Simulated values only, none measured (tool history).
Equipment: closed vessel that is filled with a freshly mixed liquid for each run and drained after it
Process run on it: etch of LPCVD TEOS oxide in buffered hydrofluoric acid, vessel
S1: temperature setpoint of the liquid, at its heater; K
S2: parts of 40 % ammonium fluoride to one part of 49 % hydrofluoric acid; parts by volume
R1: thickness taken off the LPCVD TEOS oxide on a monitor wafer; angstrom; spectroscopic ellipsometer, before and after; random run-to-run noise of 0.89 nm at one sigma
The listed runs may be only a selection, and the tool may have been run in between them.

{"run": 1, "day": 0.0, "S1": 295.15, "S2": 13.0, "time in the liquid (s)": 35, "R1": 982.6}
{"run": 2, "day": 0.325, "S1": 296.15, "S2": 13.0, "time in the liquid (s)": 35, "R1": 1045.9}
{"run": 3, "day": 0.571, "S1": 296.15, "S2": 13.0, "time in the liquid (s)": 35, "R1": 1036.2}
{"run": 4, "day": 0.792, "S1": 297.15, "S2": 13.0, "time in the liquid (s)": 35, "R1": 1096.5}
{"run": 5, "day": 0.858, "S1": 298.15, "S2": 13.0, "time in the liquid (s)": 35, "R1": 1157.0}
{"run": 6, "day": 1.158, "S1": 298.15, "S2": 9.5, "time in the liquid (s)": 35, "R1": 1545.1}
{"run": 7, "day": 1.521, "S1": 297.65, "S2": 9.5, "time in the liquid (s)": 35, "R1": 1522.1}
{"run": 8, "day": 1.871, "S1": 297.15, "S2": 9.5, "time in the liquid (s)": 35, "R1": 1452.5}

What will run 9 give?
{"run": 9, "day": 2.062, "S1": 296.65, "S2": 9.5, "time in the liquid (s)": 35, "R1": "?"}

R1: 1402.4 angstrom
